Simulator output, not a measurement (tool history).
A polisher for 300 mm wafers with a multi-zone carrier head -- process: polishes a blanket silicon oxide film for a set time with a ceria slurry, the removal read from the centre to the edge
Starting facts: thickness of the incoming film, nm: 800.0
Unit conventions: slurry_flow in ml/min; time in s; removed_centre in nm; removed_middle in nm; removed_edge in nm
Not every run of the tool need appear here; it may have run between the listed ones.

| run | hour | slurry_flow | centre_zone | middle_zone | edge_zone | time | removed_centre | removed_middle | removed_edge |
|---|---|---|---|---|---|---|---|---|---|
| 1 | 0.0 | 160 | 1.00 | 1.00 | 1.00 | 47 | 241.38 | 228.31 | 248.59 |
| 2 | 7.8 | 160 | 1.04 | 1.00 | 1.00 | 47 | 245.74 | 232.81 | 248.74 |
| 3 | 11.8 | 160 | 1.04 | 1.00 | 1.07 | 47 | 255.33 | 234.97 | 255.60 |
| 4 | 17.1 | 170 | 0.97 | 1.06 | 1.11 | 48 | 233.15 | 252.20 | 262.48 |
|  | 24.7 | edge zone pressure recalibrated |
| 5 | 24.7 | 180 | 0.96 | 1.08 | 1.14 | 49 | 244.73 | 264.08 | 267.71 |
| 6 | 31.4 | 180 | 1.01 | 1.08 | 1.14 | 49 | 257.30 | 262.37 | 263.72 |

What will run 7 give?
| 7 | 36.9 | 180 | 0.97 | 1.09 | 1.15 | 50 | ? | ? | ? |

Run 7 measured removed_centre 254.05 nm, removed_middle 276.15 nm, removed_edge 273.10 nm.
